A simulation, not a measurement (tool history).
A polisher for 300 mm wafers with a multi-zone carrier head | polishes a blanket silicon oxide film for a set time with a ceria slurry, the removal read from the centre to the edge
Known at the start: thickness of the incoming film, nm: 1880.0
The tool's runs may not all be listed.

run	hour	flow of slurry (ml/min)	pressure of the head's centre zone	pressure of the head's middle zone	pressure of the head's edge zone	polishing time (s)	film removed at the wafer's centre (angstrom)	film removed at mid-radius (angstrom)	film removed at the wafer's edge (angstrom)
1	0	155	1	1	1	64	2601.9	2558.1	2571.9
2	3.9	155	0.95	1	1	64	2472.8	2584.7	2563.3
3	5.6	155	0.95	1	1	58	2253.7	2306.4	2360.2
4	13.9	155	0.9	1	1	58	2118.6	2271.7	2351.5
5	15.5	155	0.94	1	1	58	2225.9	2329.1	2320.7
6	18.2	155	0.9	1	1	58	2116.6	2302.1	2389.7
7	20.3	165	0.93	0.99	1.03	61	2324.7	2449.2	2558.2
8	28.3	180	0.97	0.99	1.06	62	2502.5	2508	2642.6
9	37.1	180	0.97	0.99	1.06	62	2511.4	2480.1	2695.2
10	37.9	190	1	1.01	1.08	63	2638.8	2640.1	2682.6
11	41.3	190	1	1.01	1.08	63	2617.6	2593	2668.4
12	43.3	195	1.02	1	1.09	64	2769.3	2602.7	2819.8

Run 13 comes next. What will it give?
13	44.7	195	1.02	1	1.09	64	?	?	?

Run 13 gave film removed at the wafer's centre (angstrom) 2734.9, film removed at mid-radius (angstrom) 2633.1, film removed at the wafer's edge (angstrom) 2811.9.

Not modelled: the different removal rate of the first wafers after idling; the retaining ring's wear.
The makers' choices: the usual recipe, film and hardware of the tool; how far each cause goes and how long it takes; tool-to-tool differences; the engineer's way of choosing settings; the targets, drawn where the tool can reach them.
